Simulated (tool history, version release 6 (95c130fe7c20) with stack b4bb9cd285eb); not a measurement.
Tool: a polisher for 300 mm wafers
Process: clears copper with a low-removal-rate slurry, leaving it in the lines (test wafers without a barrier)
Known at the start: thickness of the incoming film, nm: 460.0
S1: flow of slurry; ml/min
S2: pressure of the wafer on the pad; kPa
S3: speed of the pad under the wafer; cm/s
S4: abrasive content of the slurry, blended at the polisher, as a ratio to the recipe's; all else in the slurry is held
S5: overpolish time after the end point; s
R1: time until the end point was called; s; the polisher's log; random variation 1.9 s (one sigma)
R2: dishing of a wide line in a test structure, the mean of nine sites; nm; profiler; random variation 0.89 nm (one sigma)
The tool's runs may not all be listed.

| run | hour | S1 | S2 | S3 | S4 | S5 | R1 | R2 |
|---|---|---|---|---|---|---|---|---|
| 1 | 0.0 | 220 | 19.3 | 136 | 1.0 | 22 | 122.84 | 45.288 |
| 2 | 3.4 | 220 | 19.3 | 136 | 1.1 | 22 | 116.49 | 46.784 |
| 3 | 10.2 | 220 | 19.3 | 136 | 1.1 | 27 | 117.26 | 53.813 |
| 4 | 16.0 | 215 | 15.9 | 136 | 1.1 | 29 | 140.36 | 48.650 |
| 5 | 18.9 | 260 | 15.9 | 136 | 1.1 | 29 | 134.64 | 50.756 |
| 6 | 19.6 | 260 | 18.6 | 136 | 1.1 | 29 | 121.85 | 53.165 |

The next listed run, before its measurement:
| 7 | 21.6 | 245 | 13.1 | 118 | 1.1 | 33 | ? | ? |

Run 7 gave R1 183.27 s, R2 43.449 nm.
